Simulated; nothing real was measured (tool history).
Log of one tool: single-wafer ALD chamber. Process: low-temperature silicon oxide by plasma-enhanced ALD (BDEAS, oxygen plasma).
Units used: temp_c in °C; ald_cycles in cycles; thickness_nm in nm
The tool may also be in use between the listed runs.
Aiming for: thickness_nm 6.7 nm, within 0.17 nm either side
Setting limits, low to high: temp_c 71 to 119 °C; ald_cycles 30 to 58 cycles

run,hour,temp_c,ald_cycles,thickness_nm
1,0,95,44,5.9459
2,5.1,85,44,6.1628
3,6.9,84,44,6.1669
4,10.7,91,44,6.0206
5,11.4,97,44,5.8899
6,19.7,87,44,6.0983
7,21.7,86,44,6.1315
# hour 25: thermocouple changed; heater temperature recalibrated
8,25,85,44,6.0883
9,31.2,85,45,6.2233
10,38.9,84,45,6.2297
11,41.8,84,46,6.3748

Which one of the following 5 next-run settings gets every result inside its allowed miss? There is exactly one.
A,44.7,78,45,?
B,44.7,88,46,?
C,44.7,76,47,?
D,44.7,89,47,?
E,44.7,88,47,?

move,thickness_nm
A,6.3672
B,6.2741
C,6.6981
D,6.3865
E,6.4105
A: as far off as the last run
B: lands further from the targets than the last run did
C: every result within its allowed miss
D: as far off as the last run
E: gains on the last run, yet a result remains outside its allowed miss
C meets every target.
